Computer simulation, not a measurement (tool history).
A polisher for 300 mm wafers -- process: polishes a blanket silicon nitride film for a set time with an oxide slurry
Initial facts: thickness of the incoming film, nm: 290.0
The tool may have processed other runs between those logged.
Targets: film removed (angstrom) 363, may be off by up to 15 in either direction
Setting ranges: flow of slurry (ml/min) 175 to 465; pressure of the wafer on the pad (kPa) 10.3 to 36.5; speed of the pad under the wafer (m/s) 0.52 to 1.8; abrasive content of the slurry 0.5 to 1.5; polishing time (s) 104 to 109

| run | hour | flow of slurry (ml/min) | pressure of the wafer on the pad (kPa) | speed of the pad under the wafer (m/s) | abrasive content of the slurry | polishing time (s) | film removed (angstrom) |
|---|---|---|---|---|---|---|---|
| 1 | 0 | 295 | 23.4 | 1.16 | 1 | 104 | 640.9 |
| 2 | 3.3 | 295 | 23.4 | 1.16 | 0.8 | 104 | 577.37 |
| 3 | 9.7 | 295 | 18.6 | 1.16 | 0.8 | 104 | 464.88 |
| 4 | 13.5 | 295 | 17.9 | 1.16 | 0.8 | 104 | 460.11 |
| 5 | 22.4 | 295 | 17.9 | 1.16 | 0.8 | 109 | 478.91 |
| 6 | 24.6 | 295 | 17.9 | 1.16 | 0.65 | 109 | 425.33 |
| 7 | 33.4 | 295 | 17.2 | 1.16 | 0.65 | 109 | 410.23 |
| 8 | 40 | 295 | 16.5 | 1.16 | 0.65 | 109 | 402.66 |
| 9 | 41.8 | 295 | 15.9 | 1.16 | 0.65 | 109 | 383.1 |

Pick the move, out of 5, that brings all results within their allowed miss; only one does.
| A | 43.6 | 285 | 13.8 | 1.34 | 0.65 | 106 | ? |
| B | 43.6 | 300 | 17.9 | 1.02 | 0.65 | 107 | ? |
| C | 43.6 | 285 | 15.2 | 1.22 | 0.7 | 109 | ? |
| D | 43.6 | 285 | 18.6 | 1.1 | 0.55 | 109 | ? |
| E | 43.6 | 310 | 11.7 | 1.66 | 0.9 | 104 | ? |

| move | film removed (angstrom) |
|---|---|
| A | 355.64 |
| B | 388.52 |
| C | 389.81 |
| D | 395.13 |
| E | 404 |
A: meets every target
B: lands further from the targets than the last run did
C: lands further from the targets than the last run did
D: lands further from the targets than the last run did
E: lands further from the targets than the last run did
A is the move that brings every result within its allowed miss.

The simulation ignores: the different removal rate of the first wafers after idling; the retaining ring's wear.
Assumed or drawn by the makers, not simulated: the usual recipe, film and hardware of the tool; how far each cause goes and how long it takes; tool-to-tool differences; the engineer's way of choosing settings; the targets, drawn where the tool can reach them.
